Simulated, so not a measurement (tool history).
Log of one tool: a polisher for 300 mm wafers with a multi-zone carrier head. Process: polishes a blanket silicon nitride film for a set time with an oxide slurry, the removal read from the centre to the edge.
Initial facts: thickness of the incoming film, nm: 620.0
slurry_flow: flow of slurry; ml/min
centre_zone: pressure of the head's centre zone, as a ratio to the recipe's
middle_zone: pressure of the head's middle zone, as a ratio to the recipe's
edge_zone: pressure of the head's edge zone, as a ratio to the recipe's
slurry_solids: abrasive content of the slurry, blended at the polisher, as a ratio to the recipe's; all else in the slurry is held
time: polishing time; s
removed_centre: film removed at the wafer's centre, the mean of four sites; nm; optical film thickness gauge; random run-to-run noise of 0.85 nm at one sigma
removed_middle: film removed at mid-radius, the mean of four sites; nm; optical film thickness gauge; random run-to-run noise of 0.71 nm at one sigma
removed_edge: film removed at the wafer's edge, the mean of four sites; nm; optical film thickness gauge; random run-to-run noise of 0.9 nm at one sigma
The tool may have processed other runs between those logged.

run	hour	slurry_flow	centre_zone	middle_zone	edge_zone	slurry_solids	time	removed_centre	removed_middle	removed_edge
1	0	245	1	1	1	1	64	59.478	61.139	59.785
2	4.2	260	1.05	1.05	1.04	1.15	65	67.803	67.936	66.012
3	10.7	260	1.05	1.05	0.98	1.15	65	67.255	68.661	63.463
4	15.6	270	1.09	1.09	1.01	1.25	67	75.384	74.948	68.51
5	19.5	270	1.09	1.09	1.01	1.15	67	73.471	73.223	66.412
6	21.4	270	1.04	1.09	1.01	1.15	67	69.241	72.956	66.308
7	27.2	280	1.08	1.12	1.04	1.25	69	77.229	80.326	73.601

Run 8 has not been measured yet. What should we expect?
8	34.6	295	1.12	1.14	1.05	1.35	70	?	?	?

{"run 8": {"removed_centre": 82.657, "removed_middle": 85.738, "removed_edge": 76.283}}
